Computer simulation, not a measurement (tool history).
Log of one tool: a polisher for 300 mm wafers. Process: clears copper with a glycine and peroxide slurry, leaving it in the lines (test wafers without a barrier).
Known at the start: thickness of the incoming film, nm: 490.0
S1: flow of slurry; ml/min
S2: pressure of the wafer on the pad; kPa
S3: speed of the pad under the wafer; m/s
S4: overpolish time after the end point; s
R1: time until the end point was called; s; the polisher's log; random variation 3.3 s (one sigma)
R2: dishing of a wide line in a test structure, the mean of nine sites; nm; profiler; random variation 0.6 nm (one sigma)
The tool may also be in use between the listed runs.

{"run": 1, "hour": 0.0, "S1": 170, "S2": 19.3, "S3": 0.94, "S4": 19, "R1": 106.27, "R2": 41.994}
{"run": 2, "hour": 5.4, "S1": 170, "S2": 17.2, "S3": 0.9, "S4": 18, "R1": 115.87, "R2": 37.235}
{"run": 3, "hour": 12.7, "S1": 140, "S2": 17.2, "S3": 0.9, "S4": 18, "R1": 123.65, "R2": 36.089}
{"run": 4, "hour": 19.4, "S1": 140, "S2": 17.2, "S3": 0.76, "S4": 18, "R1": 140.01, "R2": 35.324}
{"run": 5, "hour": 27.6, "S1": 100, "S2": 17.2, "S3": 0.76, "S4": 18, "R1": 151.65, "R2": 33.205}
{"run": 6, "hour": 34.2, "S1": 100, "S2": 17.2, "S3": 0.76, "S4": 24, "R1": 152.27, "R2": 40.655}

Run 7 comes next. What will it give?
{"run": 7, "hour": 39.7, "S1": 100, "S2": 17.2, "S3": 0.76, "S4": 24, "R1": "?", "R2": "?"}

{"run 7": {"R1": 151.98, "R2": 39.751}}
